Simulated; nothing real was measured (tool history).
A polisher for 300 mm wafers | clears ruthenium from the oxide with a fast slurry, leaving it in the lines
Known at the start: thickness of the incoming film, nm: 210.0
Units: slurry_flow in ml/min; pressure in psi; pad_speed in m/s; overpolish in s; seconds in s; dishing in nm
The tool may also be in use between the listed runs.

run 1 hour=0.0 | slurry_flow=260 pressure=1.8 pad_speed=0.80 slurry_solids=1.00 overpolish=10 | seconds=105.260 dishing=17.171
run 2 hour=4.3 | slurry_flow=260 pressure=1.8 pad_speed=0.80 slurry_solids=1.00 overpolish=9 | seconds=108.400 dishing=15.180
run 3 hour=10.7 | slurry_flow=260 pressure=1.8 pad_speed=0.80 slurry_solids=1.00 overpolish=8 | seconds=104.080 dishing=14.097
run 4 hour=14.2 | slurry_flow=260 pressure=1.8 pad_speed=1.00 slurry_solids=1.00 overpolish=8 | seconds=84.905 dishing=16.991
run 5 hour=21.9 | slurry_flow=260 pressure=1.8 pad_speed=1.00 slurry_solids=1.15 overpolish=8 | seconds=79.944 dishing=17.640
run 6 hour=29.9 | slurry_flow=260 pressure=1.7 pad_speed=1.00 slurry_solids=1.15 overpolish=8 | seconds=86.534 dishing=17.121
run 7 hour=38.1 | slurry_flow=260 pressure=1.6 pad_speed=1.00 slurry_solids=1.15 overpolish=8 | seconds=88.727 dishing=15.994
run 8 hour=40.3 | slurry_flow=260 pressure=1.5 pad_speed=1.00 slurry_solids=1.15 overpolish=8 | seconds=96.853 dishing=15.395

The next listed run, before its measurement:
run 9 hour=40.8 | slurry_flow=260 pressure=1.4 pad_speed=1.00 slurry_solids=1.15 overpolish=8 | seconds=? dishing=?

{"run 9": {"seconds": 98.678, "dishing": 14.303}}
